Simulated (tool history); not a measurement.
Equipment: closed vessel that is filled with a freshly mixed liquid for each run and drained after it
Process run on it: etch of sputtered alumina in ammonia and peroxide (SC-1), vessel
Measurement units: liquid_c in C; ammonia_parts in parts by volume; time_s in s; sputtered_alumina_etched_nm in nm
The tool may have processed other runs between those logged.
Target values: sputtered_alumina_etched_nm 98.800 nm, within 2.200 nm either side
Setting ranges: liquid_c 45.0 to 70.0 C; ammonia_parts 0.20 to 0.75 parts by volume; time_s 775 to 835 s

run,hour,liquid_c,ammonia_parts,time_s,sputtered_alumina_etched_nm
1,0.0,61.0,0.45,775,56.932
2,5.3,61.0,0.50,775,57.971
3,6.8,65.5,0.50,775,71.965
4,14.8,59.5,0.50,775,52.967
5,21.0,59.5,0.55,775,53.961
6,24.2,59.5,0.55,835,57.786
7,31.4,62.0,0.55,835,66.299
# hour 37.3: thermometer replaced
8,37.3,64.0,0.55,835,79.752
9,37.9,65.0,0.55,835,83.872
10,44.8,65.5,0.55,835,84.813
11,47.3,65.5,0.55,835,85.546
12,52.2,66.0,0.55,835,87.230
13,58.6,66.5,0.55,835,89.738
14,66.8,67.0,0.55,835,92.047
15,67.6,67.5,0.55,835,93.451

4 candidate next runs follow, results not yet known. Just one meets every target within its allowed miss. Identify it.
A,68.4,68.5,0.65,825,?
B,68.4,68.0,0.45,780,?
C,68.4,70.0,0.70,795,?
D,68.4,68.5,0.50,790,?

move,sputtered_alumina_etched_nm
A,98.536
B,87.835
C,102.790
D,92.055
A: all results in spec
B: lands further from the targets than the last run did
C: carries the result that was furthest off beyond its target, to the other side
D: lands further from the targets than the last run did
The right move is A.

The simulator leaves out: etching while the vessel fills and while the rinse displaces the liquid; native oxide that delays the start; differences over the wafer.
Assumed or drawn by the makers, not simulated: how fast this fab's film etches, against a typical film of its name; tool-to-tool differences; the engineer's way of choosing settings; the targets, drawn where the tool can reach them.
